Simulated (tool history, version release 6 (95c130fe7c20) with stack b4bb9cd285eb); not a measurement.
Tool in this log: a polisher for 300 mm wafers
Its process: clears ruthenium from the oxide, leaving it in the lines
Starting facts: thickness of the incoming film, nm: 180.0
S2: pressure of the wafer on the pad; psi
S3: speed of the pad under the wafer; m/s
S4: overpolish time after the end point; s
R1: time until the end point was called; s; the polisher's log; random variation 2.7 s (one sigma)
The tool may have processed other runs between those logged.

Run 1, hour 0.0: flow of slurry (ml/min) 210, S2 2.0 psi, S3 1.14 m/s, S4 4 s. Result: R1 126.12 s.
Run 2, hour 2.9: flow of slurry (ml/min) 210, S2 2.3 psi, S3 1.14 m/s, S4 4 s. Result: R1 114.67 s.
Run 3, hour 8.2: flow of slurry (ml/min) 210, S2 2.0 psi, S3 1.12 m/s, S4 4 s. Result: R1 131.45 s.
Run 4, hour 10.6: flow of slurry (ml/min) 230, S2 2.0 psi, S3 1.12 m/s, S4 4 s. Result: R1 132.35 s.
Run 5, hour 17.7: flow of slurry (ml/min) 285, S2 2.0 psi, S3 1.12 m/s, S4 4 s. Result: R1 129.11 s.
Run 6, hour 19.1: flow of slurry (ml/min) 285, S2 2.0 psi, S3 1.12 m/s, S4 4 s. Result: R1 126.05 s.
Run 7, hour 22.7: flow of slurry (ml/min) 285, S2 1.8 psi, S3 1.10 m/s, S4 4 s. Result: R1 143.44 s.

Run 8 has not been measured yet. What should we expect?
Run 8, hour 29.2: flow of slurry (ml/min) 285, S2 1.7 psi, S3 1.10 m/s, S4 4 s. Result: R1 ?.

R1: 149.41 s

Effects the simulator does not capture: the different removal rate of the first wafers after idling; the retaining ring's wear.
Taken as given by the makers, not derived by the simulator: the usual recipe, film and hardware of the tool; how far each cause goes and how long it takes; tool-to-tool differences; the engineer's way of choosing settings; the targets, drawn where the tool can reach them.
